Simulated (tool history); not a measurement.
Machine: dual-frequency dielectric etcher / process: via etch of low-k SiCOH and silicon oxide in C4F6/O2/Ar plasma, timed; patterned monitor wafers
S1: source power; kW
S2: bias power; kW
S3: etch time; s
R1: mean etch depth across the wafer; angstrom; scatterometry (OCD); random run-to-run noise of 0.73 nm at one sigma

run	hour	S1	S2	S3	R1
1	0	0.28	0.25	65	1542
2	4.5	0.26	0.237	65	1432.7
3	7.9	0.28	0.237	65	1478.4
4	12.8	0.28	0.237	68	1550.9
5	16.6	0.32	0.237	68	1665.1
6	17.3	0.32	0.237	65	1565.7

Run 7 comes next. What will it give?
7	25.9	0.29	0.23	65	?

R1: 1492.5 angstrom
